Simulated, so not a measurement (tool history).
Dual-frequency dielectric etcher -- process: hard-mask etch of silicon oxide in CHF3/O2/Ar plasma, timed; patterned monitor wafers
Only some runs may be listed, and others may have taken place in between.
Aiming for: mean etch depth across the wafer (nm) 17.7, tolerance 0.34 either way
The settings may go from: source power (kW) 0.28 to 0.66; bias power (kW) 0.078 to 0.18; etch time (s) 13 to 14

run,day,source power (kW),bias power (kW),etch time (s),mean etch depth across the wafer (nm)
1,0,0.47,0.129,14,20.707
2,0.254,0.55,0.129,14,21.688
3,0.417,0.49,0.129,14,21.05
4,0.5,0.49,0.139,14,21.614
5,0.558,0.44,0.13,14,20.508
6,0.704,0.52,0.13,14,21.415
7,0.792,0.47,0.121,14,20.273
8,0.946,0.43,0.116,14,19.706
9,1.192,0.33,0.096,13.5,16.475
10,1.425,0.35,0.097,13.5,16.712
11,1.542,0.37,0.098,13.5,17.006
12,1.9,0.38,0.099,13.5,17.228
13,2.138,0.39,0.099,13.5,17.244

Which single option among these 4 for the next run brings every result within its allowed miss of target? Just one does.
A,2.375,0.41,0.09,13.5,?
B,2.375,0.29,0.111,14,?
C,2.375,0.37,0.096,13.5,?
D,2.375,0.4,0.101,13,?

move,mean etch depth across the wafer (nm)
A,16.977
B,17.613
C,16.966
D,16.972
A: misses by more than the last run did
B: each result inside its tolerance
C: misses by more than the last run did
D: misses by more than the last run did
Move B is the one to make.

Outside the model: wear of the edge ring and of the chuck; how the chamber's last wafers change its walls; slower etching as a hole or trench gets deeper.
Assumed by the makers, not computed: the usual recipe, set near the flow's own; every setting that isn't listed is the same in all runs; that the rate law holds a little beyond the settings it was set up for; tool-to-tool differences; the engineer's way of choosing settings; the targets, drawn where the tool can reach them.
